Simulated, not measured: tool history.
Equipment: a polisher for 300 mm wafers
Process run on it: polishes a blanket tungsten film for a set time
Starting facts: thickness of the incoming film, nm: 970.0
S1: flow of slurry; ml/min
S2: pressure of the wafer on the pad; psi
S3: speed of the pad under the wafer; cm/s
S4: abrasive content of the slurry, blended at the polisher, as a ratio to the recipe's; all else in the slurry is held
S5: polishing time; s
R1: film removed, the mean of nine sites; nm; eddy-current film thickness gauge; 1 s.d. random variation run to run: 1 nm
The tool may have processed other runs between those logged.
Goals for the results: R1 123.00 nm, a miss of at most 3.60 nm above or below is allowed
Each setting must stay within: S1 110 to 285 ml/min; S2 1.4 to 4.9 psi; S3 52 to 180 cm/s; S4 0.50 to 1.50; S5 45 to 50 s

Run 1, hour 0.0: S1 180 ml/min, S2 3.1 psi, S3 116 cm/s, S4 1.00, S5 50 s. Result: R1 197.50 nm.
Run 2, hour 1.0: S1 180 ml/min, S2 3.1 psi, S3 116 cm/s, S4 0.80, S5 50 s. Result: R1 187.10 nm.
Run 3, hour 7.2: S1 180 ml/min, S2 3.4 psi, S3 116 cm/s, S4 0.80, S5 50 s. Result: R1 204.34 nm.
Run 4, hour 11.6: S1 175 ml/min, S2 3.1 psi, S3 116 cm/s, S4 0.80, S5 50 s. Result: R1 185.68 nm.
Run 5, hour 19.5: S1 175 ml/min, S2 3.1 psi, S3 116 cm/s, S4 0.60, S5 50 s. Result: R1 175.73 nm.
Run 6, hour 22.8: S1 200 ml/min, S2 3.1 psi, S3 116 cm/s, S4 0.60, S5 50 s. Result: R1 178.34 nm.
Run 7, hour 27.8: S1 200 ml/min, S2 2.9 psi, S3 116 cm/s, S4 0.60, S5 50 s. Result: R1 163.70 nm.
Run 8, hour 34.0: S1 200 ml/min, S2 2.7 psi, S3 116 cm/s, S4 0.60, S5 50 s. Result: R1 152.92 nm.
Run 9, hour 42.2: S1 200 ml/min, S2 2.6 psi, S3 116 cm/s, S4 0.60, S5 50 s. Result: R1 150.57 nm.
Run 10, hour 49.1: S1 200 ml/min, S2 2.5 psi, S3 116 cm/s, S4 0.60, S5 50 s. Result: R1 143.10 nm.
Run 11, hour 51.0: S1 200 ml/min, S2 2.4 psi, S3 116 cm/s, S4 0.60, S5 50 s. Result: R1 139.93 nm.
Run 12, hour 55.1: S1 200 ml/min, S2 2.3 psi, S3 116 cm/s, S4 0.60, S5 50 s. Result: R1 133.12 nm.
Run 13, hour 56.2: S1 195 ml/min, S2 2.2 psi, S3 116 cm/s, S4 0.60, S5 50 s. Result: R1 126.77 nm.
Run 14, hour 56.9: S1 190 ml/min, S2 2.2 psi, S3 116 cm/s, S4 0.60, S5 50 s. Result: R1 127.26 nm.

Which of these 4 next moves meets every target?
Run A, hour 57.6: S1 250 ml/min, S2 2.3 psi, S3 104 cm/s, S4 0.65, S5 49 s. Result: R1 ?.
Run B, hour 57.6: S1 205 ml/min, S2 2.3 psi, S3 114 cm/s, S4 0.60, S5 50 s. Result: R1 ?.
Run C, hour 57.6: S1 210 ml/min, S2 2.4 psi, S3 116 cm/s, S4 0.55, S5 48 s. Result: R1 ?.
Run D, hour 57.6: S1 165 ml/min, S2 2.2 psi, S3 116 cm/s, S4 0.85, S5 50 s. Result: R1 ?.

move      R1
   A  123.45
   B  132.13
   C  132.43
   D  134.11
A: all results land within tolerance of their targets
B: lands further from the targets than the last run did
C: lands further from the targets than the last run did
D: lands further from the targets than the last run did
A is the move that brings every result within its allowed miss.

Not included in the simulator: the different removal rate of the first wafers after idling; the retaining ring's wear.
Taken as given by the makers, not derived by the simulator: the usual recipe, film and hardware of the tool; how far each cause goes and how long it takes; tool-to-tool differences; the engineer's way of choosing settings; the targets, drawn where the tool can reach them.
